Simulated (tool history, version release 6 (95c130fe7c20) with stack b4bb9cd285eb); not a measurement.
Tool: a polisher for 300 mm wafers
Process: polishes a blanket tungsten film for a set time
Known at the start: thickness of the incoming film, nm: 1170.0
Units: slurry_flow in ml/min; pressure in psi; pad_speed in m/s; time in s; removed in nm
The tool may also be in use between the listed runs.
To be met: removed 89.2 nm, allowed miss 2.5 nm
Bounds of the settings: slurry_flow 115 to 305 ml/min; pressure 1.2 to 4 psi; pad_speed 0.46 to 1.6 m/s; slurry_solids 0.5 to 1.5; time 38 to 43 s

run	hour	slurry_flow	pressure	pad_speed	slurry_solids	time	removed
1	0	195	2.6	1.02	1	43	153.59
2	2.2	190	2.3	1.02	1	43	136.93
3	3	190	1.9	1.02	1	43	112.56
4	3.6	190	1.9	1.02	1	43	112.16
5	6.1	170	1.9	1.02	1	43	109.46
6	7.9	160	1.8	1.02	1	43	103.59
7	13.1	155	1.7	1.02	1	43	97.961
8	15.7	150	1.7	1.02	1	43	97.89
9	23.9	145	1.7	1.02	1	43	96.319
10	30.8	140	1.7	1.02	1	43	94.653
11	35.8	135	1.7	1.02	1	43	95.002
12	42.1	130	1.7	1.02	1	43	94.649

5 next moves are on the table. One of them brings every result within its allowed miss. Which?
A	48.4	125	1.7	1.26	0.55	42	?
B	48.4	125	1.9	0.96	1	42	?
C	48.4	130	1.7	1.1	0.95	41	?
D	48.4	120	1.6	1.12	1.1	43	?
E	48.4	150	1.6	1.1	1	39	?

move	removed
A	97.739
B	96.162
C	94.607
D	95.968
E	88.539
A: further off than the last run
B: further off than the last run
C: as far off as the last run
D: further off than the last run
E: meets every target
Move E is the one to make.
